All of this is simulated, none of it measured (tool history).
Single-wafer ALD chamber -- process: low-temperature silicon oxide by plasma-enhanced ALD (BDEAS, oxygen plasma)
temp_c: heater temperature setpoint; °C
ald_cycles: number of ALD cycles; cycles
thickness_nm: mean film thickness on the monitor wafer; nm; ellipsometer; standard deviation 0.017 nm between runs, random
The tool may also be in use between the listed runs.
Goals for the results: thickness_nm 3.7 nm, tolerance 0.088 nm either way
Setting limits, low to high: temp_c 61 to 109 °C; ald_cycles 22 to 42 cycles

| run | hour | temp_c | ald_cycles | thickness_nm |
|---|---|---|---|---|
| 1 | 0 | 85 | 32 | 5.2042 |
| 2 | 5.1 | 89 | 29 | 4.69 |
| 3 | 5.7 | 89 | 27 | 4.3534 |
| 4 | 9.5 | 89 | 25 | 4.0103 |
| 5 | 14.9 | 89 | 29 | 4.6719 |
| 6 | 20.6 | 80 | 29 | 4.7891 |
| 7 | 27.5 | 83 | 27 | 4.4575 |
| 8 | 29.5 | 87 | 26 | 4.2195 |
| 9 | 36.6 | 90 | 25 | 3.9813 |
| 10 | 38.2 | 93 | 25 | 3.9496 |
| 11 | 45.8 | 95 | 25 | 3.9898 |
| 12 | 53.4 | 95 | 24 | 3.7733 |

Below are 4 possible settings for the next run. Only one of them brings all results inside the allowed miss of their targets. Which is it?
| A | 61 | 88 | 24 | ? |
| B | 61 | 90 | 24 | ? |
| C | 61 | 97 | 25 | ? |
| D | 61 | 87 | 23 | ? |

| move | thickness_nm |
|---|---|
| A | 3.8771 |
| B | 3.8535 |
| C | 3.9281 |
| D | 3.7269 |
A: misses by more than the last run did
B: misses by more than the last run did
C: misses by more than the last run did
D: each result inside its tolerance
Go with D: it meets all targets.

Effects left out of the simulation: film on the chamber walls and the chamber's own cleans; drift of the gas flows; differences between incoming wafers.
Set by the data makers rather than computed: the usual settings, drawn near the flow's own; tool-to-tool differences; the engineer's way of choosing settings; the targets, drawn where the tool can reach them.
